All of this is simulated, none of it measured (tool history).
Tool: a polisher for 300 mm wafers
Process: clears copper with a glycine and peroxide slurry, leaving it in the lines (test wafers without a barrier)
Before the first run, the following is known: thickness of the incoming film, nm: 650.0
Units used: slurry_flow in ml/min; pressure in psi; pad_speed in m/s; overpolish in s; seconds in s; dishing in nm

run,hour,slurry_flow,pressure,pad_speed,overpolish,seconds,dishing
1,0,140,3.5,0.82,28,116.17,62.386
2,1.4,140,3.5,0.82,21,115.28,54.895
3,6.7,140,3.5,0.98,21,101.34,56.843
4,14.6,140,3.8,0.98,21,95.059,58.262
5,20.5,140,3.8,0.98,31,95.181,67.091
6,23.9,140,3.6,0.98,32,97.835,65.446
7,28.6,120,2.6,0.86,46,139.8,66.564
8,29.5,120,2.5,0.86,46,147.18,65.185
9,36.6,115,2.3,0.86,48,152.36,67.123

The next listed run, before its measurement:
# hour 42.6: slurry nozzle cleaned
10,42.6,115,2,0.86,46,?,?

{"run 10": {"seconds": 151.38, "dishing": 65.318}}

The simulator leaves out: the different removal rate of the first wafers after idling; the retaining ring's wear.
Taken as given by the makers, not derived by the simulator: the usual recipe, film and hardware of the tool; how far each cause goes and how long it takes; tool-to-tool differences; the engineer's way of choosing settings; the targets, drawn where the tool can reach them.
